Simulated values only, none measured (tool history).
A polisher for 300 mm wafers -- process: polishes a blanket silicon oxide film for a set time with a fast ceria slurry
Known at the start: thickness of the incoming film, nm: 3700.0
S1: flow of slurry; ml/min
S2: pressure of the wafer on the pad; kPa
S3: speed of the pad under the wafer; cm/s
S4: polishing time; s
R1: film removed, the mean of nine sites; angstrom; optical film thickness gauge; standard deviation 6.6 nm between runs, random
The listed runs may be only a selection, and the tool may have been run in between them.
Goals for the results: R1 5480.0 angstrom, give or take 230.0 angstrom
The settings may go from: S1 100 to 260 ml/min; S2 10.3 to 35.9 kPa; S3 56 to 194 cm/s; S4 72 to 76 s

Run 1, hour 0.0: S1 165 ml/min, S2 22.8 kPa, S3 124 cm/s, S4 72 s. Result: R1 14100.0 angstrom.
Run 2, hour 2.6: S1 200 ml/min, S2 22.8 kPa, S3 124 cm/s, S4 72 s. Result: R1 14302.0 angstrom.
Run 3, hour 5.3: S1 200 ml/min, S2 22.8 kPa, S3 124 cm/s, S4 72 s. Result: R1 14625.0 angstrom.
Run 4, hour 6.5: S1 200 ml/min, S2 22.8 kPa, S3 124 cm/s, S4 72 s. Result: R1 14405.0 angstrom.
Run 5, hour 14.2: S1 180 ml/min, S2 22.8 kPa, S3 124 cm/s, S4 72 s. Result: R1 14246.0 angstrom.
Run 6, hour 19.4: S1 180 ml/min, S2 20.0 kPa, S3 112 cm/s, S4 72 s. Result: R1 11105.0 angstrom.
Run 7, hour 26.4: S1 180 ml/min, S2 17.9 kPa, S3 106 cm/s, S4 72 s. Result: R1 9406.3 angstrom.
Run 8, hour 32.9: S1 180 ml/min, S2 15.9 kPa, S3 102 cm/s, S4 72 s. Result: R1 8304.4 angstrom.
Run 9, hour 35.8: S1 165 ml/min, S2 10.3 kPa, S3 78 cm/s, S4 72 s. Result: R1 4261.4 angstrom.
Run 10, hour 43.9: S1 165 ml/min, S2 10.3 kPa, S3 78 cm/s, S4 72 s. Result: R1 4167.4 angstrom.
Run 11, hour 52.8: S1 180 ml/min, S2 11.0 kPa, S3 78 cm/s, S4 72 s. Result: R1 4494.1 angstrom.
Run 12, hour 60.3: S1 180 ml/min, S2 11.0 kPa, S3 78 cm/s, S4 72 s. Result: R1 4506.6 angstrom.
Run 13, hour 65.9: S1 185 ml/min, S2 11.7 kPa, S3 78 cm/s, S4 72 s. Result: R1 4823.2 angstrom.
Run 14, hour 67.9: S1 195 ml/min, S2 11.7 kPa, S3 78 cm/s, S4 72 s. Result: R1 4830.1 angstrom.
Run 15, hour 70.8: S1 200 ml/min, S2 12.4 kPa, S3 78 cm/s, S4 72 s. Result: R1 5170.5 angstrom.
Run 16, hour 75.1: S1 205 ml/min, S2 12.4 kPa, S3 78 cm/s, S4 72 s. Result: R1 5155.2 angstrom.
Run 17, hour 78.8: S1 210 ml/min, S2 12.4 kPa, S3 78 cm/s, S4 72 s. Result: R1 5123.1 angstrom.
Run 18, hour 81.4: S1 210 ml/min, S2 13.8 kPa, S3 78 cm/s, S4 72 s. Result: R1 5789.7 angstrom.

Which one of the following 5 next-run settings gets every result inside its allowed miss? There is exactly one.
Run A, hour 84.0: S1 195 ml/min, S2 14.5 kPa, S3 60 cm/s, S4 76 s. Result: R1 ?.
Run B, hour 84.0: S1 225 ml/min, S2 12.4 kPa, S3 76 cm/s, S4 72 s. Result: R1 ?.
Run C, hour 84.0: S1 255 ml/min, S2 13.1 kPa, S3 76 cm/s, S4 72 s. Result: R1 ?.
Run D, hour 84.0: S1 190 ml/min, S2 14.5 kPa, S3 64 cm/s, S4 72 s. Result: R1 ?.
Run E, hour 84.0: S1 185 ml/min, S2 15.9 kPa, S3 74 cm/s, S4 72 s. Result: R1 ?.

move      R1
   A  4912.2
   B  5123.9
   C  5471.5
   D  4926.6
   E  6141.5
A: pushes the last run's worst result past its target
B: pushes the last run's worst result past its target
C: hits every target within its allowed miss
D: pushes the last run's worst result past its target
E: its largest miss is bigger than the last run's
Move C is the one to make.
